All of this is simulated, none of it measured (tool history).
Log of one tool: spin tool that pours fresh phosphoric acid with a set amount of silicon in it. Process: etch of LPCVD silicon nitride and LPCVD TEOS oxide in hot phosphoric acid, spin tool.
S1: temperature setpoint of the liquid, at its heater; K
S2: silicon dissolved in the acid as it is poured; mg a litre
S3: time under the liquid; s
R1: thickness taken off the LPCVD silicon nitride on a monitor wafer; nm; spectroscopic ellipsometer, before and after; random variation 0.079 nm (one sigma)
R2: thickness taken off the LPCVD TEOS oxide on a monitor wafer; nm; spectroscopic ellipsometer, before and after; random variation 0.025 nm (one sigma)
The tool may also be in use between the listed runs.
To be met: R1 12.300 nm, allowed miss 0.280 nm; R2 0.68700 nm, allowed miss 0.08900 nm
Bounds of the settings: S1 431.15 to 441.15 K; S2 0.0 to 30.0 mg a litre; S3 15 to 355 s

{"run": 1, "hour": 0.0, "S1": 436.15, "S2": 13.0, "S3": 180, "R1": 19.316, "R2": 0.96163}
{"run": 2, "hour": 5.4, "S1": 435.15, "S2": 10.5, "S3": 165, "R1": 16.872, "R2": 0.85107}
{"run": 3, "hour": 13.3, "S1": 435.15, "S2": 10.5, "S3": 105, "R1": 10.961, "R2": 0.54916}
{"run": 4, "hour": 20.8, "S1": 435.65, "S2": 10.5, "S3": 105, "R1": 11.017, "R2": 0.55903}
{"run": 5, "hour": 25.2, "S1": 435.65, "S2": 5.5, "S3": 105, "R1": 11.196, "R2": 0.60734}
{"run": 6, "hour": 27.3, "S1": 436.15, "S2": 6.0, "S3": 105, "R1": 11.269, "R2": 0.6427}
{"run": 7, "hour": 31.1, "S1": 436.65, "S2": 7.5, "S3": 105, "R1": 11.29, "R2": 0.6309}
{"run": 8, "hour": 36.4, "S1": 437.15, "S2": 8.5, "S3": 105, "R1": 11.552, "R2": 0.64872}
{"run": 9, "hour": 44.6, "S1": 437.65, "S2": 9.5, "S3": 105, "R1": 11.887, "R2": 0.67194}
{"run": 10, "hour": 46.0, "S1": 437.65, "S2": 10.0, "S3": 105, "R1": 11.773, "R2": 0.65993}
{"run": 11, "hour": 48.3, "S1": 437.65, "S2": 10.5, "S3": 105, "R1": 11.839, "R2": 0.68842}
{"run": 12, "hour": 54.8, "S1": 437.65, "S2": 11.5, "S3": 105, "R1": 11.809, "R2": 0.6271}
{"run": 13, "hour": 62.9, "S1": 438.15, "S2": 11.5, "S3": 105, "R1": 12.035, "R2": 0.67504}

Which of these 5 next moves meets every target?
{"run": "A", "hour": 71.0, "S1": 438.65, "S2": 7.5, "S3": 100, "R1": "?", "R2": "?"}
{"run": "B", "hour": 71.0, "S1": 438.15, "S2": 0.5, "S3": 100, "R1": "?", "R2": "?"}
{"run": "C", "hour": 71.0, "S1": 438.65, "S2": 4.5, "S3": 100, "R1": "?", "R2": "?"}
{"run": "D", "hour": 71.0, "S1": 437.65, "S2": 8.5, "S3": 105, "R1": "?", "R2": "?"}
{"run": "E", "hour": 71.0, "S1": 439.15, "S2": 12.5, "S3": 105, "R1": "?", "R2": "?"}

move=A R1=11.694 R2=0.74231
move=B R1=11.504 R2=0.82146
move=C R1=11.694 R2=0.78920
move=D R1=11.882 R2=0.70972
move=E R1=12.481 R2=0.72301
A: further off than the last run
B: further off than the last run
C: further off than the last run
D: further off than the last run
E: meets every target
The right move is E.

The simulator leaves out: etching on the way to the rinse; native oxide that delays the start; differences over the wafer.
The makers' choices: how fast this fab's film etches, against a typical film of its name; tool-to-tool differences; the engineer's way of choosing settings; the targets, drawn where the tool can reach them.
